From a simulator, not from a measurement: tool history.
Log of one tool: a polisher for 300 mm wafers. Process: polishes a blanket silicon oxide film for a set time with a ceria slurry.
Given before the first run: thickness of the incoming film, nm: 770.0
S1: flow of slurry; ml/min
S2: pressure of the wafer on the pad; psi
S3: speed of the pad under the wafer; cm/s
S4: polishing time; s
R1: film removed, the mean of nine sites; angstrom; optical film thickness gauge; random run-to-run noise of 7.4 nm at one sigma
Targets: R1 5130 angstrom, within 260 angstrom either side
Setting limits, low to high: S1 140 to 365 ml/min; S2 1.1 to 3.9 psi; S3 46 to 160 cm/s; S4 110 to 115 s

{"run": 1, "hour": 0.0, "S1": 235, "S2": 2.5, "S3": 102, "S4": 110, "R1": 3201.7}
{"run": 2, "hour": 1.3, "S1": 235, "S2": 2.5, "S3": 102, "S4": 110, "R1": 3054.7}
{"run": 3, "hour": 2.8, "S1": 235, "S2": 2.7, "S3": 102, "S4": 110, "R1": 3321.7}
{"run": 4, "hour": 11.7, "S1": 235, "S2": 2.7, "S3": 112, "S4": 110, "R1": 3702}
{"run": 5, "hour": 20.4, "S1": 235, "S2": 2.8, "S3": 112, "S4": 110, "R1": 3818.4}
{"run": 6, "hour": 26.1, "S1": 235, "S2": 2.8, "S3": 112, "S4": 110, "R1": 3828.9}
{"run": 7, "hour": 32.3, "S1": 235, "S2": 2.9, "S3": 112, "S4": 110, "R1": 4007.4}
{"hour": 37.4, "done": "head pressure recalibrated"}
{"run": 8, "hour": 37.4, "S1": 235, "S2": 3, "S3": 112, "S4": 110, "R1": 4459.8}
{"run": 9, "hour": 43.4, "S1": 235, "S2": 3.1, "S3": 112, "S4": 110, "R1": 4756.2}
{"run": 10, "hour": 47.6, "S1": 235, "S2": 3.2, "S3": 112, "S4": 110, "R1": 4884.4}

Next run, 5 choices. One meets every target within its allowed miss, the rest don't. Which?
{"run": "A", "hour": 51.8, "S1": 240, "S2": 3, "S3": 112, "S4": 110, "R1": "?"}
{"run": "B", "hour": 51.8, "S1": 210, "S2": 3.1, "S3": 110, "S4": 110, "R1": "?"}
{"run": "C", "hour": 51.8, "S1": 235, "S2": 2.9, "S3": 110, "S4": 115, "R1": "?"}
{"run": "D", "hour": 51.8, "S1": 205, "S2": 3.7, "S3": 98, "S4": 115, "R1": "?"}
{"run": "E", "hour": 51.8, "S1": 195, "S2": 3, "S3": 116, "S4": 110, "R1": "?"}

move=A R1=4455.1
move=B R1=4441.5
move=C R1=4416.5
move=D R1=4917.8
move=E R1=4480.5
A: its largest miss is bigger than the last run's
B: its largest miss is bigger than the last run's
C: its largest miss is bigger than the last run's
D: every result within its allowed miss
E: its largest miss is bigger than the last run's
Go with D: it meets all targets.
